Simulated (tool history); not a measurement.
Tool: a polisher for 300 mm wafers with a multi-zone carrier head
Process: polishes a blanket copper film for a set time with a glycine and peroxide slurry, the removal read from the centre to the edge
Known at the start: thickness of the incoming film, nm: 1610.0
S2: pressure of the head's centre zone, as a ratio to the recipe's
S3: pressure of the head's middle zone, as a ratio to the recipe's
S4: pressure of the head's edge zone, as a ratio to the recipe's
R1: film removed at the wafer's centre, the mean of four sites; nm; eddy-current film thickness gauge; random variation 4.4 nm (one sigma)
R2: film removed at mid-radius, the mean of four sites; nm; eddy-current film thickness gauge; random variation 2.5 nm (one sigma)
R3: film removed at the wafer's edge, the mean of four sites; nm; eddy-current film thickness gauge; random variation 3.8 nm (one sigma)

Run 1, hour 0: flow of slurry (ml/min) 220, S2 1, S3 1, S4 1, polishing time (s) 69. Result: R1 315.37 nm, R2 325.91 nm, R3 327.34 nm.
Run 2, hour 7.9: flow of slurry (ml/min) 230, S2 1.01, S3 1.01, S4 0.99, polishing time (s) 69. Result: R1 321.13 nm, R2 329.06 nm, R3 323.84 nm.
Run 3, hour 12.4: flow of slurry (ml/min) 235, S2 1.02, S3 1.02, S4 0.99, polishing time (s) 69. Result: R1 325.52 nm, R2 335.41 nm, R3 317.96 nm.
Run 4, hour 15.9: flow of slurry (ml/min) 235, S2 1.02, S3 1.02, S4 0.93, polishing time (s) 69. Result: R1 331.44 nm, R2 335.76 nm, R3 310.96 nm.
Run 5, hour 18.8: flow of slurry (ml/min) 235, S2 1.02, S3 1.09, S4 0.93, polishing time (s) 69. Result: R1 328.06 nm, R2 351.52 nm, R3 315.86 nm.
Run 6, hour 23.6: flow of slurry (ml/min) 240, S2 1.03, S3 1.09, S4 0.93, polishing time (s) 69. Result: R1 330.12 nm, R2 356.2 nm, R3 313.79 nm.

Run 7 comes next. What will it give?
Run 7, hour 29.8: flow of slurry (ml/min) 240, S2 1.04, S3 1.09, S4 0.94, polishing time (s) 69. Result: R1 ?, R2 ?, R3 ?.

R1: 326.82 nm
R2: 354.77 nm
R3: 315.84 nm
